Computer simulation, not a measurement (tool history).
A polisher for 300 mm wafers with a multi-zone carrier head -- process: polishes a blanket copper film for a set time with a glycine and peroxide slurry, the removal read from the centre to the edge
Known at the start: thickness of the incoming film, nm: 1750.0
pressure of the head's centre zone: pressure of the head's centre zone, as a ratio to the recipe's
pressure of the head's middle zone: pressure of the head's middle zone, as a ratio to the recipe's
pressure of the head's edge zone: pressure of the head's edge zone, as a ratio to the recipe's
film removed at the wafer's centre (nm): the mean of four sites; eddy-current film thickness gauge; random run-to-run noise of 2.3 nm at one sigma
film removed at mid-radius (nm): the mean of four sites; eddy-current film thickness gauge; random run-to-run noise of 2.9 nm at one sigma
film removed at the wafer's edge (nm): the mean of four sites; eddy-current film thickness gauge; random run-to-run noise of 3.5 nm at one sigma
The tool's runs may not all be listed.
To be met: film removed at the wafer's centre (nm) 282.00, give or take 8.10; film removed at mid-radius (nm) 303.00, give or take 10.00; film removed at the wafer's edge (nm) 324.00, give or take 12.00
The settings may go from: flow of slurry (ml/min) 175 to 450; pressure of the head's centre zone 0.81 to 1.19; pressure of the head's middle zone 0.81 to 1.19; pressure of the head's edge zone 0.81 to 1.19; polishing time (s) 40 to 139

run  hour  flow of slurry (ml/min)  pressure of the head's centre zone  pressure of the head's middle zone  pressure of the head's edge zone  polishing time (s)  film removed at the wafer's centre (nm)  film removed at mid-radius (nm)  film removed at the wafer's edge (nm)
  1   0.0                      290                                1.00                                1.00                              1.00                  89                                   397.34                           399.53                                 405.87
  2   7.9                      285                                0.98                                0.98                              0.98                  87                                   375.89                           377.83                                 394.77
  3  10.0                      285                                0.97                                0.97                              0.96                  85                                   366.04                           367.57                                 374.00
  4  10.5                      280                                0.95                                0.95                              0.95                  84                                   357.37                           363.20                                 371.20
  5  13.2                      280                                0.95                                0.91                              0.95                  84                                   359.74                           342.03                                 368.51
  6  19.2                      275                                0.93                                0.90                              0.95                  83                                   344.65                           335.54                                 366.77
  7  26.5                      270                                0.91                                0.89                              0.94                  82                                   331.58                           336.92                                 361.32
  8  30.9                      265                                0.90                                0.88                              0.93                  81                                   319.71                           324.14                                 348.16
  9  35.4                      260                                0.89                                0.87                              0.92                  81                                   317.98                           318.59                                 338.75
 10  40.3                      255                                0.88                                0.87                              0.92                  81                                   313.00                           314.33                                 340.54

Exactly one of the 5 candidate moves below puts every result within its allowed miss. Which one?
  A  45.2                      310                                0.89                                0.91                              0.93                  80                                        ?                                ?                                      ?
  B  45.2                      280                                0.86                                0.82                              1.10                  78                                        ?                                ?                                      ?
  C  45.2                      250                                0.99                                0.88                              0.83                  79                                        ?                                ?                                      ?
  D  45.2                      230                                0.85                                0.89                              0.91                  77                                        ?                                ?                                      ?
  E  45.2                      260                                1.00                                0.84                              0.97                  85                                        ?                                ?                                      ?

move  film removed at the wafer's centre (nm)  film removed at mid-radius (nm)  film removed at the wafer's edge (nm)
   A                                   320.86                           332.72                                 349.89
   B                                   298.88                           294.50                                 367.53
   C                                   341.62                           311.71                                 322.23
   D                                   283.89                           303.42                                 324.60
   E                                   373.09                           324.30                                 373.96
A: its largest miss is bigger than the last run's
B: an improvement on the last run, though not all results are within tolerance
C: its largest miss is bigger than the last run's
D: in spec on every target
E: its largest miss is bigger than the last run's
The right move is D.
